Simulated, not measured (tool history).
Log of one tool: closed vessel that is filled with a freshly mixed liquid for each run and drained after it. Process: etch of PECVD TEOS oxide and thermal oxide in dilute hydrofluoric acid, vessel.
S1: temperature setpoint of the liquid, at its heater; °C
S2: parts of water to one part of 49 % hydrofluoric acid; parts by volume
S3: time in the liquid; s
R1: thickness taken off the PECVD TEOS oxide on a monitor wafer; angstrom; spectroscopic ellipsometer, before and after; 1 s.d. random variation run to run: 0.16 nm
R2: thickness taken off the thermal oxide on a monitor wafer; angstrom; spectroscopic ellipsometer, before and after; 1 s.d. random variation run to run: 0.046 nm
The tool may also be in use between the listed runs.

| run | day | S1 | S2 | S3 | R1 | R2 |
|---|---|---|---|---|---|---|
| 1 | 0 | 24 | 55 | 90 | 226.02 | 86.255 |
| 2 | 0.238 | 22.5 | 55 | 90 | 220.51 | 80.45 |
| 3 | 0.4 | 22.5 | 55 | 55 | 133.79 | 49.925 |
| 4 | 0.725 | 23 | 55 | 55 | 135.77 | 50.861 |
| 5 | 0.817 | 23.5 | 55 | 55 | 139.12 | 51.632 |
| 6 | 0.925 | 23.5 | 55 | 80 | 200.44 | 74.654 |
| 7 | 1.283 | 23 | 55 | 80 | 197.56 | 73.469 |

Expected results for the next run?
| 8 | 1.404 | 22.5 | 55 | 80 | ? | ? |

Run 8 came out at R1 189.72 angstrom, R2 71.863 angstrom.

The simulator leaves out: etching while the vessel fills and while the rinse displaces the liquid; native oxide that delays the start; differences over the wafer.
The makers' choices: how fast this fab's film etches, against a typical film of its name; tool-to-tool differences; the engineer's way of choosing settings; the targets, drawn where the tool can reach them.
